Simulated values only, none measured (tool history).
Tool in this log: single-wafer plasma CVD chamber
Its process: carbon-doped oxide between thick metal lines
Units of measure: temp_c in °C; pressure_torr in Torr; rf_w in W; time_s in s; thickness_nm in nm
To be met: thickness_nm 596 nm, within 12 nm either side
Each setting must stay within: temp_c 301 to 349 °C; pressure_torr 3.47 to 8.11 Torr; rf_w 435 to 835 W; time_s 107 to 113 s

run  hour  temp_c  pressure_torr  rf_w  time_s  thickness_nm
  1     0     325           5.79   635     113        659.68
  2   6.2     325           5.79   635     113        652.92
  3  14.4     327           5.64   630     113        647.28
  4  21.9     327           6.66   630     113        668.78
  5  22.5     329           6.41   625     113        647.32
  6  31.2     329           6.41   585     113        620.12
  7  40.2     330           6.36   585     113         622.5
     47.5  -- thermocouple changed; heater temperature recalibrated
  8  47.5     331           6.29   585     113        623.44

Next run, 5 choices. One meets every target within its allowed miss, the rest don't. Which?
  A  54.8     330            6.5   580     113             ?
  B  54.8     330           6.23   645     107             ?
  C  54.8     317           6.18   535     110             ?
  D  54.8     324           6.18   490     113             ?
  E  54.8     330           6.23   590     113             ?

move  thickness_nm
   A        617.75
   B        624.03
   C           592
   D        558.51
   E        621.71
A: better than the last run, though not everything is in spec
B: just as far off the targets as the last run
C: every result within its allowed miss
D: takes the result that was furthest off past its target
E: better than the last run, though not everything is in spec
Correct choice: C, which meets every target
